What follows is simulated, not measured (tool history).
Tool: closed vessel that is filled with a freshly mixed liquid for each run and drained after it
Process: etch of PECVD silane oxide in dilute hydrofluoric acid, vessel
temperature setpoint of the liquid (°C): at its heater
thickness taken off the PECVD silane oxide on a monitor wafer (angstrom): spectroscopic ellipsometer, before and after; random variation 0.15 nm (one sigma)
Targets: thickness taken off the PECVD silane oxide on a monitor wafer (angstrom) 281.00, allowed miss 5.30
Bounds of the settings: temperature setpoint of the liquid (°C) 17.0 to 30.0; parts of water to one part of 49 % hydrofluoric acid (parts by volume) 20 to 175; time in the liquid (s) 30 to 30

run	hour	temperature setpoint of the liquid (°C)	parts of water to one part of 49 % hydrofluoric acid (parts by volume)	time in the liquid (s)	thickness taken off the PECVD silane oxide on a monitor wafer (angstrom)
1	0.0	22.0	95	30	153.77
2	2.4	22.0	110	30	131.24
3	5.7	24.0	100	30	157.15
4	9.4	25.5	90	30	187.71
5	14.2	26.5	85	30	210.59
6	17.6	25.0	85	30	195.52
7	18.7	26.5	80	30	223.48
8	27.1	30.0	75	30	274.90
9	31.0	30.0	75	30	271.75
10	35.1	30.0	70	30	296.88
11	43.3	29.5	70	30	291.56

5 next moves are on the table. One of them brings every result within its allowed miss. Which?
A	51.5	28.5	65	30	?
B	51.5	30.0	70	30	?
C	51.5	28.0	65	30	?
D	51.5	26.0	60	30	?
E	51.5	28.5	70	30	?

move	thickness taken off the PECVD silane oxide on a monitor wafer (angstrom)
A	302.53
B	295.60
C	296.65
D	298.90
E	278.91
A: further off than the last run
B: further off than the last run
C: further off than the last run
D: further off than the last run
E: meets every target
The right move is E.
